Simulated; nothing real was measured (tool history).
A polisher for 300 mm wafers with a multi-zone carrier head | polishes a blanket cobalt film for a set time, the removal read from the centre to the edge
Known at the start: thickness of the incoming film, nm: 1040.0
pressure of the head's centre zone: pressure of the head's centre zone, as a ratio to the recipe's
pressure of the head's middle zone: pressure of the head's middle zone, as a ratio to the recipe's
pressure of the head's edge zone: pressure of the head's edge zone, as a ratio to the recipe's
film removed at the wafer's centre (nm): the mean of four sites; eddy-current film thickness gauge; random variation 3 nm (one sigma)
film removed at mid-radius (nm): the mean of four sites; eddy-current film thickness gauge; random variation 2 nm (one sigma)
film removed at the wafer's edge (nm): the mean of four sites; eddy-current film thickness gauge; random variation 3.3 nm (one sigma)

run  hour  flow of slurry (ml/min)  pressure of the head's centre zone  pressure of the head's middle zone  pressure of the head's edge zone  polishing time (s)  film removed at the wafer's centre (nm)  film removed at mid-radius (nm)  film removed at the wafer's edge (nm)
  1   0.0                      160                                1.00                                1.00                              1.00                  76                                   347.60                           353.17                                 360.49
  2   4.0                      160                                1.00                                1.00                              1.05                  76                                   349.88                           357.97                                 358.16
  3   7.1                      160                                1.00                                1.00                              1.10                  76                                   341.98                           356.53                                 366.28
  4   9.1                      160                                0.99                                1.02                              1.07                  70                                   314.98                           331.27                                 334.26
  5  17.4                      160                                0.99                                1.05                              1.05                  65                                   290.57                           317.85                                 301.08
  6  20.0                      160                                0.99                                1.05                              0.97                  65                                   297.82                           319.16                                 293.24

Run 7 comes next. What will it give?
  7  26.7                      155                                0.97                                1.05                              0.96                  63                                        ?                                ?                                      ?

{"run 7": {"film removed at the wafer's centre (nm)": 279.09, "film removed at mid-radius (nm)": 302.48, "film removed at the wafer's edge (nm)": 291.19}}
